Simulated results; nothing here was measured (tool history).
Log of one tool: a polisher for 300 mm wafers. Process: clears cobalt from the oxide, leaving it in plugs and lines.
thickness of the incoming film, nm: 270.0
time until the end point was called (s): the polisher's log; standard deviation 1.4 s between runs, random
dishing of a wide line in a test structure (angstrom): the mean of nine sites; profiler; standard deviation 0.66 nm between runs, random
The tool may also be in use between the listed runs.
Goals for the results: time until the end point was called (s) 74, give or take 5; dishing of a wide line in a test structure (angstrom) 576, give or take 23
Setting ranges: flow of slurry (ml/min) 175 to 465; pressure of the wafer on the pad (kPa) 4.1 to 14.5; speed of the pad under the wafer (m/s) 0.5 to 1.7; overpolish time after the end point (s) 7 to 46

| run | day | flow of slurry (ml/min) | pressure of the wafer on the pad (kPa) | speed of the pad under the wafer (m/s) | overpolish time after the end point (s) | time until the end point was called (s) | dishing of a wide line in a test structure (angstrom) |
|---|---|---|---|---|---|---|---|
| 1 | 0 | 295 | 9 | 1.1 | 24 | 84.202 | 444.49 |
| 2 | 0.142 | 295 | 9 | 0.84 | 24 | 103.25 | 380.35 |
| 3 | 0.396 | 295 | 9.7 | 0.86 | 26 | 97.071 | 432.89 |
| 4 | 0.633 | 295 | 9.7 | 0.86 | 34 | 100.25 | 497.54 |
| 5 | 1 | 295 | 10.3 | 0.86 | 34 | 89.791 | 517.27 |
| 6 | 1.1 | 295 | 8.3 | 0.86 | 34 | 114.23 | 461.74 |
| 7 | 1.475 | 295 | 9 | 0.86 | 34 | 103.67 | 479.57 |
| 8 | 1.596 | 295 | 11.7 | 0.9 | 35 | 80.306 | 532.41 |
| 9 | 1.808 | 295 | 11.7 | 0.9 | 36 | 78.28 | 535.59 |

5 next moves are on the table. One of them brings every result within its allowed miss. Which?
| A | 2.021 | 280 | 11 | 0.86 | 46 | ? | ? |
| B | 2.021 | 290 | 10.3 | 0.9 | 45 | ? | ? |
| C | 2.021 | 295 | 11 | 1.02 | 38 | ? | ? |
| D | 2.021 | 280 | 13.1 | 0.96 | 35 | ? | ? |
| E | 2.021 | 305 | 10.3 | 0.9 | 46 | ? | ? |

| move | time until the end point was called (s) | dishing of a wide line in a test structure (angstrom) |
|---|---|---|
| A | 83.268 | 584.89 |
| B | 84.69 | 578.5 |
| C | 70.397 | 579.61 |
| D | 63.311 | 582.75 |
| E | 84.425 | 582.78 |
A: the worst result of the last run now meets its target, but another is out of spec
B: the worst result of the last run now meets its target, but another is out of spec
C: every result lands within tolerance
D: the worst result of the last run now meets its target, but another is out of spec
E: the worst result of the last run now meets its target, but another is out of spec
Answer: C
